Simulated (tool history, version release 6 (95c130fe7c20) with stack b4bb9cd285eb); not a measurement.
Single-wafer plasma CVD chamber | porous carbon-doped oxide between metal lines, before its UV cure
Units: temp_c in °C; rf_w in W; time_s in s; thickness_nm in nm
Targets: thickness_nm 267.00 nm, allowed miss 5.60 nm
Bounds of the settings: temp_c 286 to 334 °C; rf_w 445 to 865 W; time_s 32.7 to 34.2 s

Run 1, hour 0.0: temp_c 310 °C, rf_w 655 W, time_s 34.2 s. Result: thickness_nm 241.60 nm.
Run 2, hour 5.1: temp_c 310 °C, rf_w 700 W, time_s 34.2 s. Result: thickness_nm 253.14 nm.
Run 3, hour 7.3: temp_c 310 °C, rf_w 700 W, time_s 32.7 s. Result: thickness_nm 243.39 nm.
Run 4, hour 10.8: temp_c 306 °C, rf_w 710 W, time_s 32.7 s. Result: thickness_nm 248.91 nm.
Run 5, hour 19.4: temp_c 311 °C, rf_w 710 W, time_s 32.7 s. Result: thickness_nm 243.25 nm.
Run 6, hour 21.5: temp_c 311 °C, rf_w 710 W, time_s 32.7 s. Result: thickness_nm 243.56 nm.
Run 7, hour 22.7: temp_c 307 °C, rf_w 720 W, time_s 32.7 s. Result: thickness_nm 251.69 nm.
Run 8, hour 31.7: temp_c 304 °C, rf_w 725 W, time_s 32.7 s. Result: thickness_nm 254.91 nm.
Run 9, hour 36.2: temp_c 304 °C, rf_w 725 W, time_s 32.7 s. Result: thickness_nm 254.74 nm.
At hour 37.2: thermocouple changed; heater temperature recalibrated.
Run 10, hour 37.2: temp_c 302 °C, rf_w 730 W, time_s 32.7 s. Result: thickness_nm 251.91 nm.
Run 11, hour 45.4: temp_c 302 °C, rf_w 750 W, time_s 32.8 s. Result: thickness_nm 259.81 nm.

4 next moves are on the table. One of them brings every result within its allowed miss. Which?
Run A, hour 53.6: temp_c 300 °C, rf_w 680 W, time_s 34.2 s. Result: thickness_nm ?.
Run B, hour 53.6: temp_c 298 °C, rf_w 765 W, time_s 32.7 s. Result: thickness_nm ?.
Run C, hour 53.6: temp_c 303 °C, rf_w 730 W, time_s 32.7 s. Result: thickness_nm ?.
Run D, hour 53.6: temp_c 300 °C, rf_w 710 W, time_s 32.7 s. Result: thickness_nm ?.

move  thickness_nm
   A        254.88
   B        267.32
   C        252.53
   D        251.41
A: further off than the last run
B: meets every target
C: further off than the last run
D: further off than the last run
Answer: B
